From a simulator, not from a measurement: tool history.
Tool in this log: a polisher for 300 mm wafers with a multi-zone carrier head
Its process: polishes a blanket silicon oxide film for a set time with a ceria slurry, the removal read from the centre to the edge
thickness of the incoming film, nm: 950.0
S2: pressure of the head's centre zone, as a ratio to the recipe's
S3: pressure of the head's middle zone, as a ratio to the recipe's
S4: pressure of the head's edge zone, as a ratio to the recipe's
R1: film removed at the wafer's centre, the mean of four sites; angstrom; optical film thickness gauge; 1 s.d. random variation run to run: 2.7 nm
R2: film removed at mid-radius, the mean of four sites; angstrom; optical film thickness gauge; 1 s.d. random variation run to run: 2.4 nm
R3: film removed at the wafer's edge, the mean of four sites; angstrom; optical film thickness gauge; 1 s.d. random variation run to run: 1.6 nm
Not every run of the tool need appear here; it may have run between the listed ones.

{"run": 1, "hour": 0.0, "flow of slurry (ml/min)": 280, "S2": 1.0, "S3": 1.0, "S4": 1.0, "polishing time (s)": 39, "R1": 2217.6, "R2": 2161.0, "R3": 2160.2}
{"run": 2, "hour": 1.7, "flow of slurry (ml/min)": 280, "S2": 1.0, "S3": 0.95, "S4": 1.0, "polishing time (s)": 39, "R1": 2221.8, "R2": 2110.7, "R3": 2175.1}
{"run": 3, "hour": 8.2, "flow of slurry (ml/min)": 255, "S2": 1.0, "S3": 0.95, "S4": 1.0, "polishing time (s)": 39, "R1": 2187.8, "R2": 2093.3, "R3": 2192.1}
{"run": 4, "hour": 11.5, "flow of slurry (ml/min)": 255, "S2": 0.94, "S3": 0.95, "S4": 1.0, "polishing time (s)": 39, "R1": 2059.2, "R2": 2084.3, "R3": 2162.6}
{"run": 5, "hour": 15.7, "flow of slurry (ml/min)": 255, "S2": 0.99, "S3": 0.95, "S4": 1.0, "polishing time (s)": 39, "R1": 2195.7, "R2": 2048.5, "R3": 2179.1}
{"run": 6, "hour": 20.8, "flow of slurry (ml/min)": 255, "S2": 0.99, "S3": 1.03, "S4": 1.0, "polishing time (s)": 39, "R1": 2200.5, "R2": 2220.7, "R3": 2165.5}

Run 7 has not been measured yet. What should we expect?
{"run": 7, "hour": 26.4, "flow of slurry (ml/min)": 255, "S2": 1.01, "S3": 1.01, "S4": 0.98, "polishing time (s)": 38, "R1": "?", "R2": "?", "R3": "?"}

For run 7 the tool returned R1 2165.5 angstrom, R2 2155.4 angstrom, R3 2081.3 angstrom.
